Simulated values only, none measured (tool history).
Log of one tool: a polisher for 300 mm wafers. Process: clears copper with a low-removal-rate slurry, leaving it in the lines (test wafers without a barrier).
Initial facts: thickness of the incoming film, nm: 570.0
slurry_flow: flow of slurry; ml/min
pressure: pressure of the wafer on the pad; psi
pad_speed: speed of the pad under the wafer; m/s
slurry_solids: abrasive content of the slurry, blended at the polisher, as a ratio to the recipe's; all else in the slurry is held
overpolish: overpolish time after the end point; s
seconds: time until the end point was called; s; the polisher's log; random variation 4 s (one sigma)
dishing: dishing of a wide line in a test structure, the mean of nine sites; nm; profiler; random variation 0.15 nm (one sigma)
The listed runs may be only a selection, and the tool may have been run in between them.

run	hour	slurry_flow	pressure	pad_speed	slurry_solids	overpolish	seconds	dishing
1	0	130	4.1	1	1	19	152.08	56.057
2	1.2	130	3.8	0.96	1	17	170.66	44.982
3	4.3	130	3.8	1.08	1	17	151.43	49.045
4	9.7	130	3.8	1.32	1	17	121.56	57.318
5	15.7	130	3.8	1.32	1	10	126.07	35.135
6	24.6	130	3.8	1.06	1	10	151.51	30.409
7	26.6	125	3.5	1.08	0.95	9	161.8	25.502
8	34.7	125	3.3	1.08	0.9	9	166.18	23.953
9	43.1	125	3.1	1.08	0.85	9	182.88	22.819
10	45.8	120	2.9	1.1	0.8	9	200.83	20.707
11	50.7	115	2.8	1.14	0.75	9	202.64	20.397
12	53.3	115	2.7	1.14	0.7	9	214.81	19.328
# hour 59.6: head pressure recalibrated
13	59.6	110	2.6	1.16	0.7	9	238.8	16.992
14	63.3	105	2.6	1.22	0.7	9	235.7	18.087

Run 15 has not been measured yet. What should we expect?
15	66.5	115	2.5	1.18	0.65	9	?	?

seconds: 254.26 s
dishing: 17.262 nm

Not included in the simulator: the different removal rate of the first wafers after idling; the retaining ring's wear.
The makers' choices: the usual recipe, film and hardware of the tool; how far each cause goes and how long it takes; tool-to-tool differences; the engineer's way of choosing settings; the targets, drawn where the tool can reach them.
